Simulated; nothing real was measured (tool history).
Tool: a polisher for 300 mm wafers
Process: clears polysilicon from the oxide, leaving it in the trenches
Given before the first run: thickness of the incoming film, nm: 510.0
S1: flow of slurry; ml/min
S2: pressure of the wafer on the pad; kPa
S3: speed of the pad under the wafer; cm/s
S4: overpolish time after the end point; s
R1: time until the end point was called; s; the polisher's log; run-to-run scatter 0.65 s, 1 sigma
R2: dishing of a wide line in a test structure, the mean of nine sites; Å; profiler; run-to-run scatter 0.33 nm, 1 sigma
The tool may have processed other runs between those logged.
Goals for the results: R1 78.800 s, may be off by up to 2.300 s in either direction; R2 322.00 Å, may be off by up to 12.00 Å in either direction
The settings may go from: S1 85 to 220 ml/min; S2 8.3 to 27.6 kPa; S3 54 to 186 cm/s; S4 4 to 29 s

| run | hour | S1 | S2 | S3 | S4 | R1 | R2 |
|---|---|---|---|---|---|---|---|
| 1 | 0.0 | 140 | 17.9 | 118 | 15 | 36.347 | 386.84 |
| 2 | 2.0 | 135 | 15.9 | 114 | 13 | 42.227 | 368.81 |
| 3 | 5.5 | 130 | 14.5 | 110 | 12 | 48.420 | 361.49 |
| 4 | 8.8 | 130 | 14.5 | 110 | 8 | 47.850 | 331.36 |
| 5 | 14.9 | 150 | 14.5 | 110 | 8 | 47.077 | 341.14 |
| 6 | 16.8 | 150 | 14.5 | 110 | 14 | 46.762 | 378.31 |
| 7 | 22.1 | 145 | 13.1 | 108 | 13 | 52.510 | 367.89 |
| 8 | 27.3 | 140 | 12.4 | 106 | 12 | 55.937 | 354.06 |
| 9 | 27.9 | 140 | 12.4 | 106 | 12 | 55.952 | 352.84 |
| 10 | 30.7 | 135 | 11.7 | 104 | 12 | 61.046 | 348.02 |
| 11 | 33.5 | 130 | 11.0 | 104 | 12 | 64.861 | 334.78 |
| 12 | 39.0 | 125 | 11.0 | 104 | 13 | 65.103 | 345.72 |
| 13 | 44.6 | 120 | 10.3 | 104 | 13 | 70.396 | 340.06 |
| 14 | 48.4 | 115 | 10.3 | 104 | 13 | 70.098 | 344.52 |
| 15 | 50.1 | 110 | 10.3 | 104 | 12 | 71.690 | 329.57 |
| 16 | 57.7 | 105 | 10.3 | 104 | 12 | 72.930 | 328.08 |
| 17 | 58.8 | 100 | 10.3 | 104 | 12 | 72.912 | 326.87 |
| 18 | 61.7 | 90 | 9.0 | 104 | 8 | 87.147 | 261.36 |
| 19 | 64.1 | 95 | 9.0 | 104 | 9 | 84.204 | 272.61 |
| 20 | 69.7 | 95 | 9.0 | 104 | 9 | 85.117 | 273.87 |
| 21 | 70.5 | 100 | 9.0 | 104 | 10 | 83.406 | 292.98 |
| 22 | 78.0 | 105 | 9.0 | 104 | 10 | 81.635 | 286.53 |
| 23 | 85.3 | 85 | 10.3 | 104 | 17 | 77.206 | 353.05 |
| 24 | 89.3 | 85 | 10.3 | 104 | 16 | 78.607 | 358.35 |
|  | 97.6 | head pressure recalibrated |
| 25 | 97.6 | 85 | 10.3 | 104 | 15 | 73.274 | 358.54 |

Next run, 4 choices. One meets every target within its allowed miss, the rest don't. Which?
| A | 105.9 | 85 | 8.3 | 108 | 13 | ? | ? |
| B | 105.9 | 95 | 8.3 | 106 | 10 | ? | ? |
| C | 105.9 | 105 | 9.0 | 98 | 13 | ? | ? |
| D | 105.9 | 85 | 9.0 | 110 | 12 | ? | ? |

| move | R1 | R2 |
|---|---|---|
| A | 86.953 | 322.57 |
| B | 85.244 | 291.89 |
| C | 83.072 | 327.82 |
| D | 79.712 | 323.38 |
A: puts the biggest miss on target and leaves a different result outside tolerance
B: the result that was furthest off in the last run now lies on the other side of its target
C: puts the biggest miss on target and leaves a different result outside tolerance
D: all results in spec
So the answer is move D, the one that meets all the targets.

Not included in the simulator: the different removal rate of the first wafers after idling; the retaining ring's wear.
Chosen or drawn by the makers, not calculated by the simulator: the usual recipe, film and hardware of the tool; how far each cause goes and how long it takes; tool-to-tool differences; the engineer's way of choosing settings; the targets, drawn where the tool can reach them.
